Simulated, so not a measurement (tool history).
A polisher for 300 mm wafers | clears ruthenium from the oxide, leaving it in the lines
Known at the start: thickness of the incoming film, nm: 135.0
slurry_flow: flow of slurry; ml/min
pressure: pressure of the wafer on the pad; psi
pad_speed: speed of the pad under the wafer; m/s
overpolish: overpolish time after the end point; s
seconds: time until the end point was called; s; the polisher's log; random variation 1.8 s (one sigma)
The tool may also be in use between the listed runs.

run	hour	slurry_flow	pressure	pad_speed	overpolish	seconds
1	0.0	200	2.5	1.28	5	88.588
2	6.4	225	2.5	1.28	5	85.991
3	10.8	225	2.5	1.08	5	100.990
4	18.5	225	2.5	1.08	5	103.270
5	22.2	220	2.2	1.08	5	116.620
6	28.2	215	2.0	1.08	5	127.690

Run 7 comes next. What will it give?
7	29.6	210	1.8	1.08	5	?

seconds: 136.020 s

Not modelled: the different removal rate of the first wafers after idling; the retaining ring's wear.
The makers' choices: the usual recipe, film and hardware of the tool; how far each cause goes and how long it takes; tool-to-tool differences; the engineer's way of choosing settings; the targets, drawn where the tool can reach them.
